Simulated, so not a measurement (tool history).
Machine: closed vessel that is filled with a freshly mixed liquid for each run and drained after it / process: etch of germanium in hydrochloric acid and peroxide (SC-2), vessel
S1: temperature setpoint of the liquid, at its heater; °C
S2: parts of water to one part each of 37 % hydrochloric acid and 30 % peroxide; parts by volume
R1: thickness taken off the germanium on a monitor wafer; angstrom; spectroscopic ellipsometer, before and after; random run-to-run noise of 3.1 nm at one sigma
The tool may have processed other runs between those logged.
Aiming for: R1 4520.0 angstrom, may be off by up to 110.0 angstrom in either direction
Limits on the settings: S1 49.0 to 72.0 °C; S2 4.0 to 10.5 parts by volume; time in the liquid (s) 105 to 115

Run 1, day 0.000: S1 65.0 °C, S2 5.5 parts by volume, time in the liquid (s) 105. Result: R1 3734.6 angstrom.
Run 2, day 0.283: S1 65.0 °C, S2 5.5 parts by volume, time in the liquid (s) 115. Result: R1 4050.6 angstrom.
Run 3, day 0.646: S1 71.5 °C, S2 5.5 parts by volume, time in the liquid (s) 115. Result: R1 4881.3 angstrom.
Run 4, day 0.758: S1 71.5 °C, S2 5.5 parts by volume, time in the liquid (s) 115. Result: R1 4874.0 angstrom.
Run 5, day 0.996: S1 70.5 °C, S2 5.5 parts by volume, time in the liquid (s) 115. Result: R1 4769.2 angstrom.
Run 6, day 1.221: S1 70.0 °C, S2 5.5 parts by volume, time in the liquid (s) 115. Result: R1 4678.4 angstrom.
Run 7, day 1.496: S1 69.5 °C, S2 5.5 parts by volume, time in the liquid (s) 115. Result: R1 4664.1 angstrom.
Run 8, day 1.829: S1 69.5 °C, S2 5.5 parts by volume, time in the liquid (s) 115. Result: R1 4671.1 angstrom.

Which one of the following 5 next-run settings gets every result inside its allowed miss? There is exactly one.
Run A, day 2.162: S1 70.5 °C, S2 7.5 parts by volume, time in the liquid (s) 105. Result: R1 ?.
Run B, day 2.162: S1 70.0 °C, S2 5.0 parts by volume, time in the liquid (s) 105. Result: R1 ?.
Run C, day 2.162: S1 70.5 °C, S2 7.0 parts by volume, time in the liquid (s) 105. Result: R1 ?.
Run D, day 2.162: S1 67.5 °C, S2 5.5 parts by volume, time in the liquid (s) 110. Result: R1 ?.
Run E, day 2.162: S1 68.5 °C, S2 4.5 parts by volume, time in the liquid (s) 115. Result: R1 ?.

move      R1
   A  4282.6
   B  4329.9
   C  4306.5
   D  4206.7
   E  4560.9
A: takes the biggest miss from the last run beyond its target
B: takes the biggest miss from the last run beyond its target
C: takes the biggest miss from the last run beyond its target
D: takes the biggest miss from the last run beyond its target
E: in spec on every target
The right move is E.

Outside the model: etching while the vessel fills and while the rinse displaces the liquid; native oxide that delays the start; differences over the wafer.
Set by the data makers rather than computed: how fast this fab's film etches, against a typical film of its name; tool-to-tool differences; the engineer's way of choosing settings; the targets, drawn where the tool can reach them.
